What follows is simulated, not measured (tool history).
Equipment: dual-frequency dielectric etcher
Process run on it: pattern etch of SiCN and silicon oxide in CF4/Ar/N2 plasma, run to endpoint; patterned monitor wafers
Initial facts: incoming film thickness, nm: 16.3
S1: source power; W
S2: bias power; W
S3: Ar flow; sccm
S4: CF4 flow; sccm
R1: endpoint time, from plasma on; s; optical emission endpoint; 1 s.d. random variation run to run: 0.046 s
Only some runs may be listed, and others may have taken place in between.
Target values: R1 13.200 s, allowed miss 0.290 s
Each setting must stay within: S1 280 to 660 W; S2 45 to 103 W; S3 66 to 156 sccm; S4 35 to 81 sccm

{"run": 1, "day": 0.0, "S1": 470, "S2": 74, "S3": 111, "S4": 58, "R1": 18.302}
{"run": 2, "day": 0.321, "S1": 510, "S2": 75, "S3": 111, "S4": 58, "R1": 16.484}
{"run": 3, "day": 0.4, "S1": 510, "S2": 80, "S3": 111, "S4": 58, "R1": 16.322}
{"run": 4, "day": 0.517, "S1": 510, "S2": 80, "S3": 111, "S4": 54, "R1": 16.65}
{"run": 5, "day": 0.712, "S1": 440, "S2": 80, "S3": 111, "S4": 54, "R1": 19.604}
{"run": 6, "day": 0.779, "S1": 480, "S2": 81, "S3": 111, "S4": 54, "R1": 17.648}
{"run": 7, "day": 1.046, "S1": 510, "S2": 81, "S3": 111, "S4": 54, "R1": 16.561}
{"run": 8, "day": 1.275, "S1": 530, "S2": 81, "S3": 111, "S4": 54, "R1": 15.861}

5 candidate next runs follow, results not yet known. Just one meets every target within its allowed miss. Identify it.
{"run": "A", "day": 1.504, "S1": 600, "S2": 89, "S3": 104, "S4": 54, "R1": "?"}
{"run": "B", "day": 1.504, "S1": 550, "S2": 82, "S3": 91, "S4": 66, "R1": "?"}
{"run": "C", "day": 1.504, "S1": 430, "S2": 75, "S3": 118, "S4": 51, "R1": "?"}
{"run": "D", "day": 1.504, "S1": 600, "S2": 77, "S3": 104, "S4": 56, "R1": "?"}
{"run": "E", "day": 1.504, "S1": 570, "S2": 79, "S3": 96, "S4": 62, "R1": "?"}

move=A R1=13.276
move=B R1=13.871
move=C R1=20.991
move=D R1=13.713
move=E R1=13.811
A: all results land within tolerance of their targets
B: an improvement on the last run, though not all results are within tolerance
C: its largest miss is bigger than the last run's
D: an improvement on the last run, though not all results are within tolerance
E: an improvement on the last run, though not all results are within tolerance
Move A is the one to make.

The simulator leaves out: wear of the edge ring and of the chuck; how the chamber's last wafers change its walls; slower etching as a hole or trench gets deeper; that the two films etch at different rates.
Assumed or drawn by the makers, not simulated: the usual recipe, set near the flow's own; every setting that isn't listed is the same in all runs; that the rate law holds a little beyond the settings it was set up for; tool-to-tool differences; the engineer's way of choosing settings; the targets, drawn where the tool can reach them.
